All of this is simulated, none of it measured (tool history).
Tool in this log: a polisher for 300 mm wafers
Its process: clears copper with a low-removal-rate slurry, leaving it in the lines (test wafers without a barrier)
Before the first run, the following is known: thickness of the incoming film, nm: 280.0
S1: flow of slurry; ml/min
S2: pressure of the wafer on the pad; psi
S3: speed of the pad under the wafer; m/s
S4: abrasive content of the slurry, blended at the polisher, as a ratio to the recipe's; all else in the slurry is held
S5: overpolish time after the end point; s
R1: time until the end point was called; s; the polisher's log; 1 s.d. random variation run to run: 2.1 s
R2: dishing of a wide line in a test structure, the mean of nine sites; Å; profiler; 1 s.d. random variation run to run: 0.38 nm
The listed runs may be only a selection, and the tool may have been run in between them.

run  hour   S1   S2    S3   S4  S5      R1      R2
  1   0.0  240  2.1  1.12  1.0  10  166.62  135.53
  2   2.3  240  2.1  0.86  1.0  10  208.85  107.41
  3   9.7  240  2.3  0.90  1.0  11  180.59  134.23
  4  11.0  240  2.4  0.92  1.0  12  173.28  155.59
  5  16.8  240  2.4  0.92  1.0  16  174.27  206.74
  6  25.7  240  2.4  0.92  1.0  19  174.70  240.66
  7  29.0  240  2.5  0.92  1.0  18  168.56  235.54
  8  31.8  240  2.6  0.92  1.0  17  159.43  226.91

Expected results for the next run?
  9  39.4  240  2.7  0.92  1.0  17   ?   ?

{"run 9": {"R1": 155.29, "R2": 241.73}}

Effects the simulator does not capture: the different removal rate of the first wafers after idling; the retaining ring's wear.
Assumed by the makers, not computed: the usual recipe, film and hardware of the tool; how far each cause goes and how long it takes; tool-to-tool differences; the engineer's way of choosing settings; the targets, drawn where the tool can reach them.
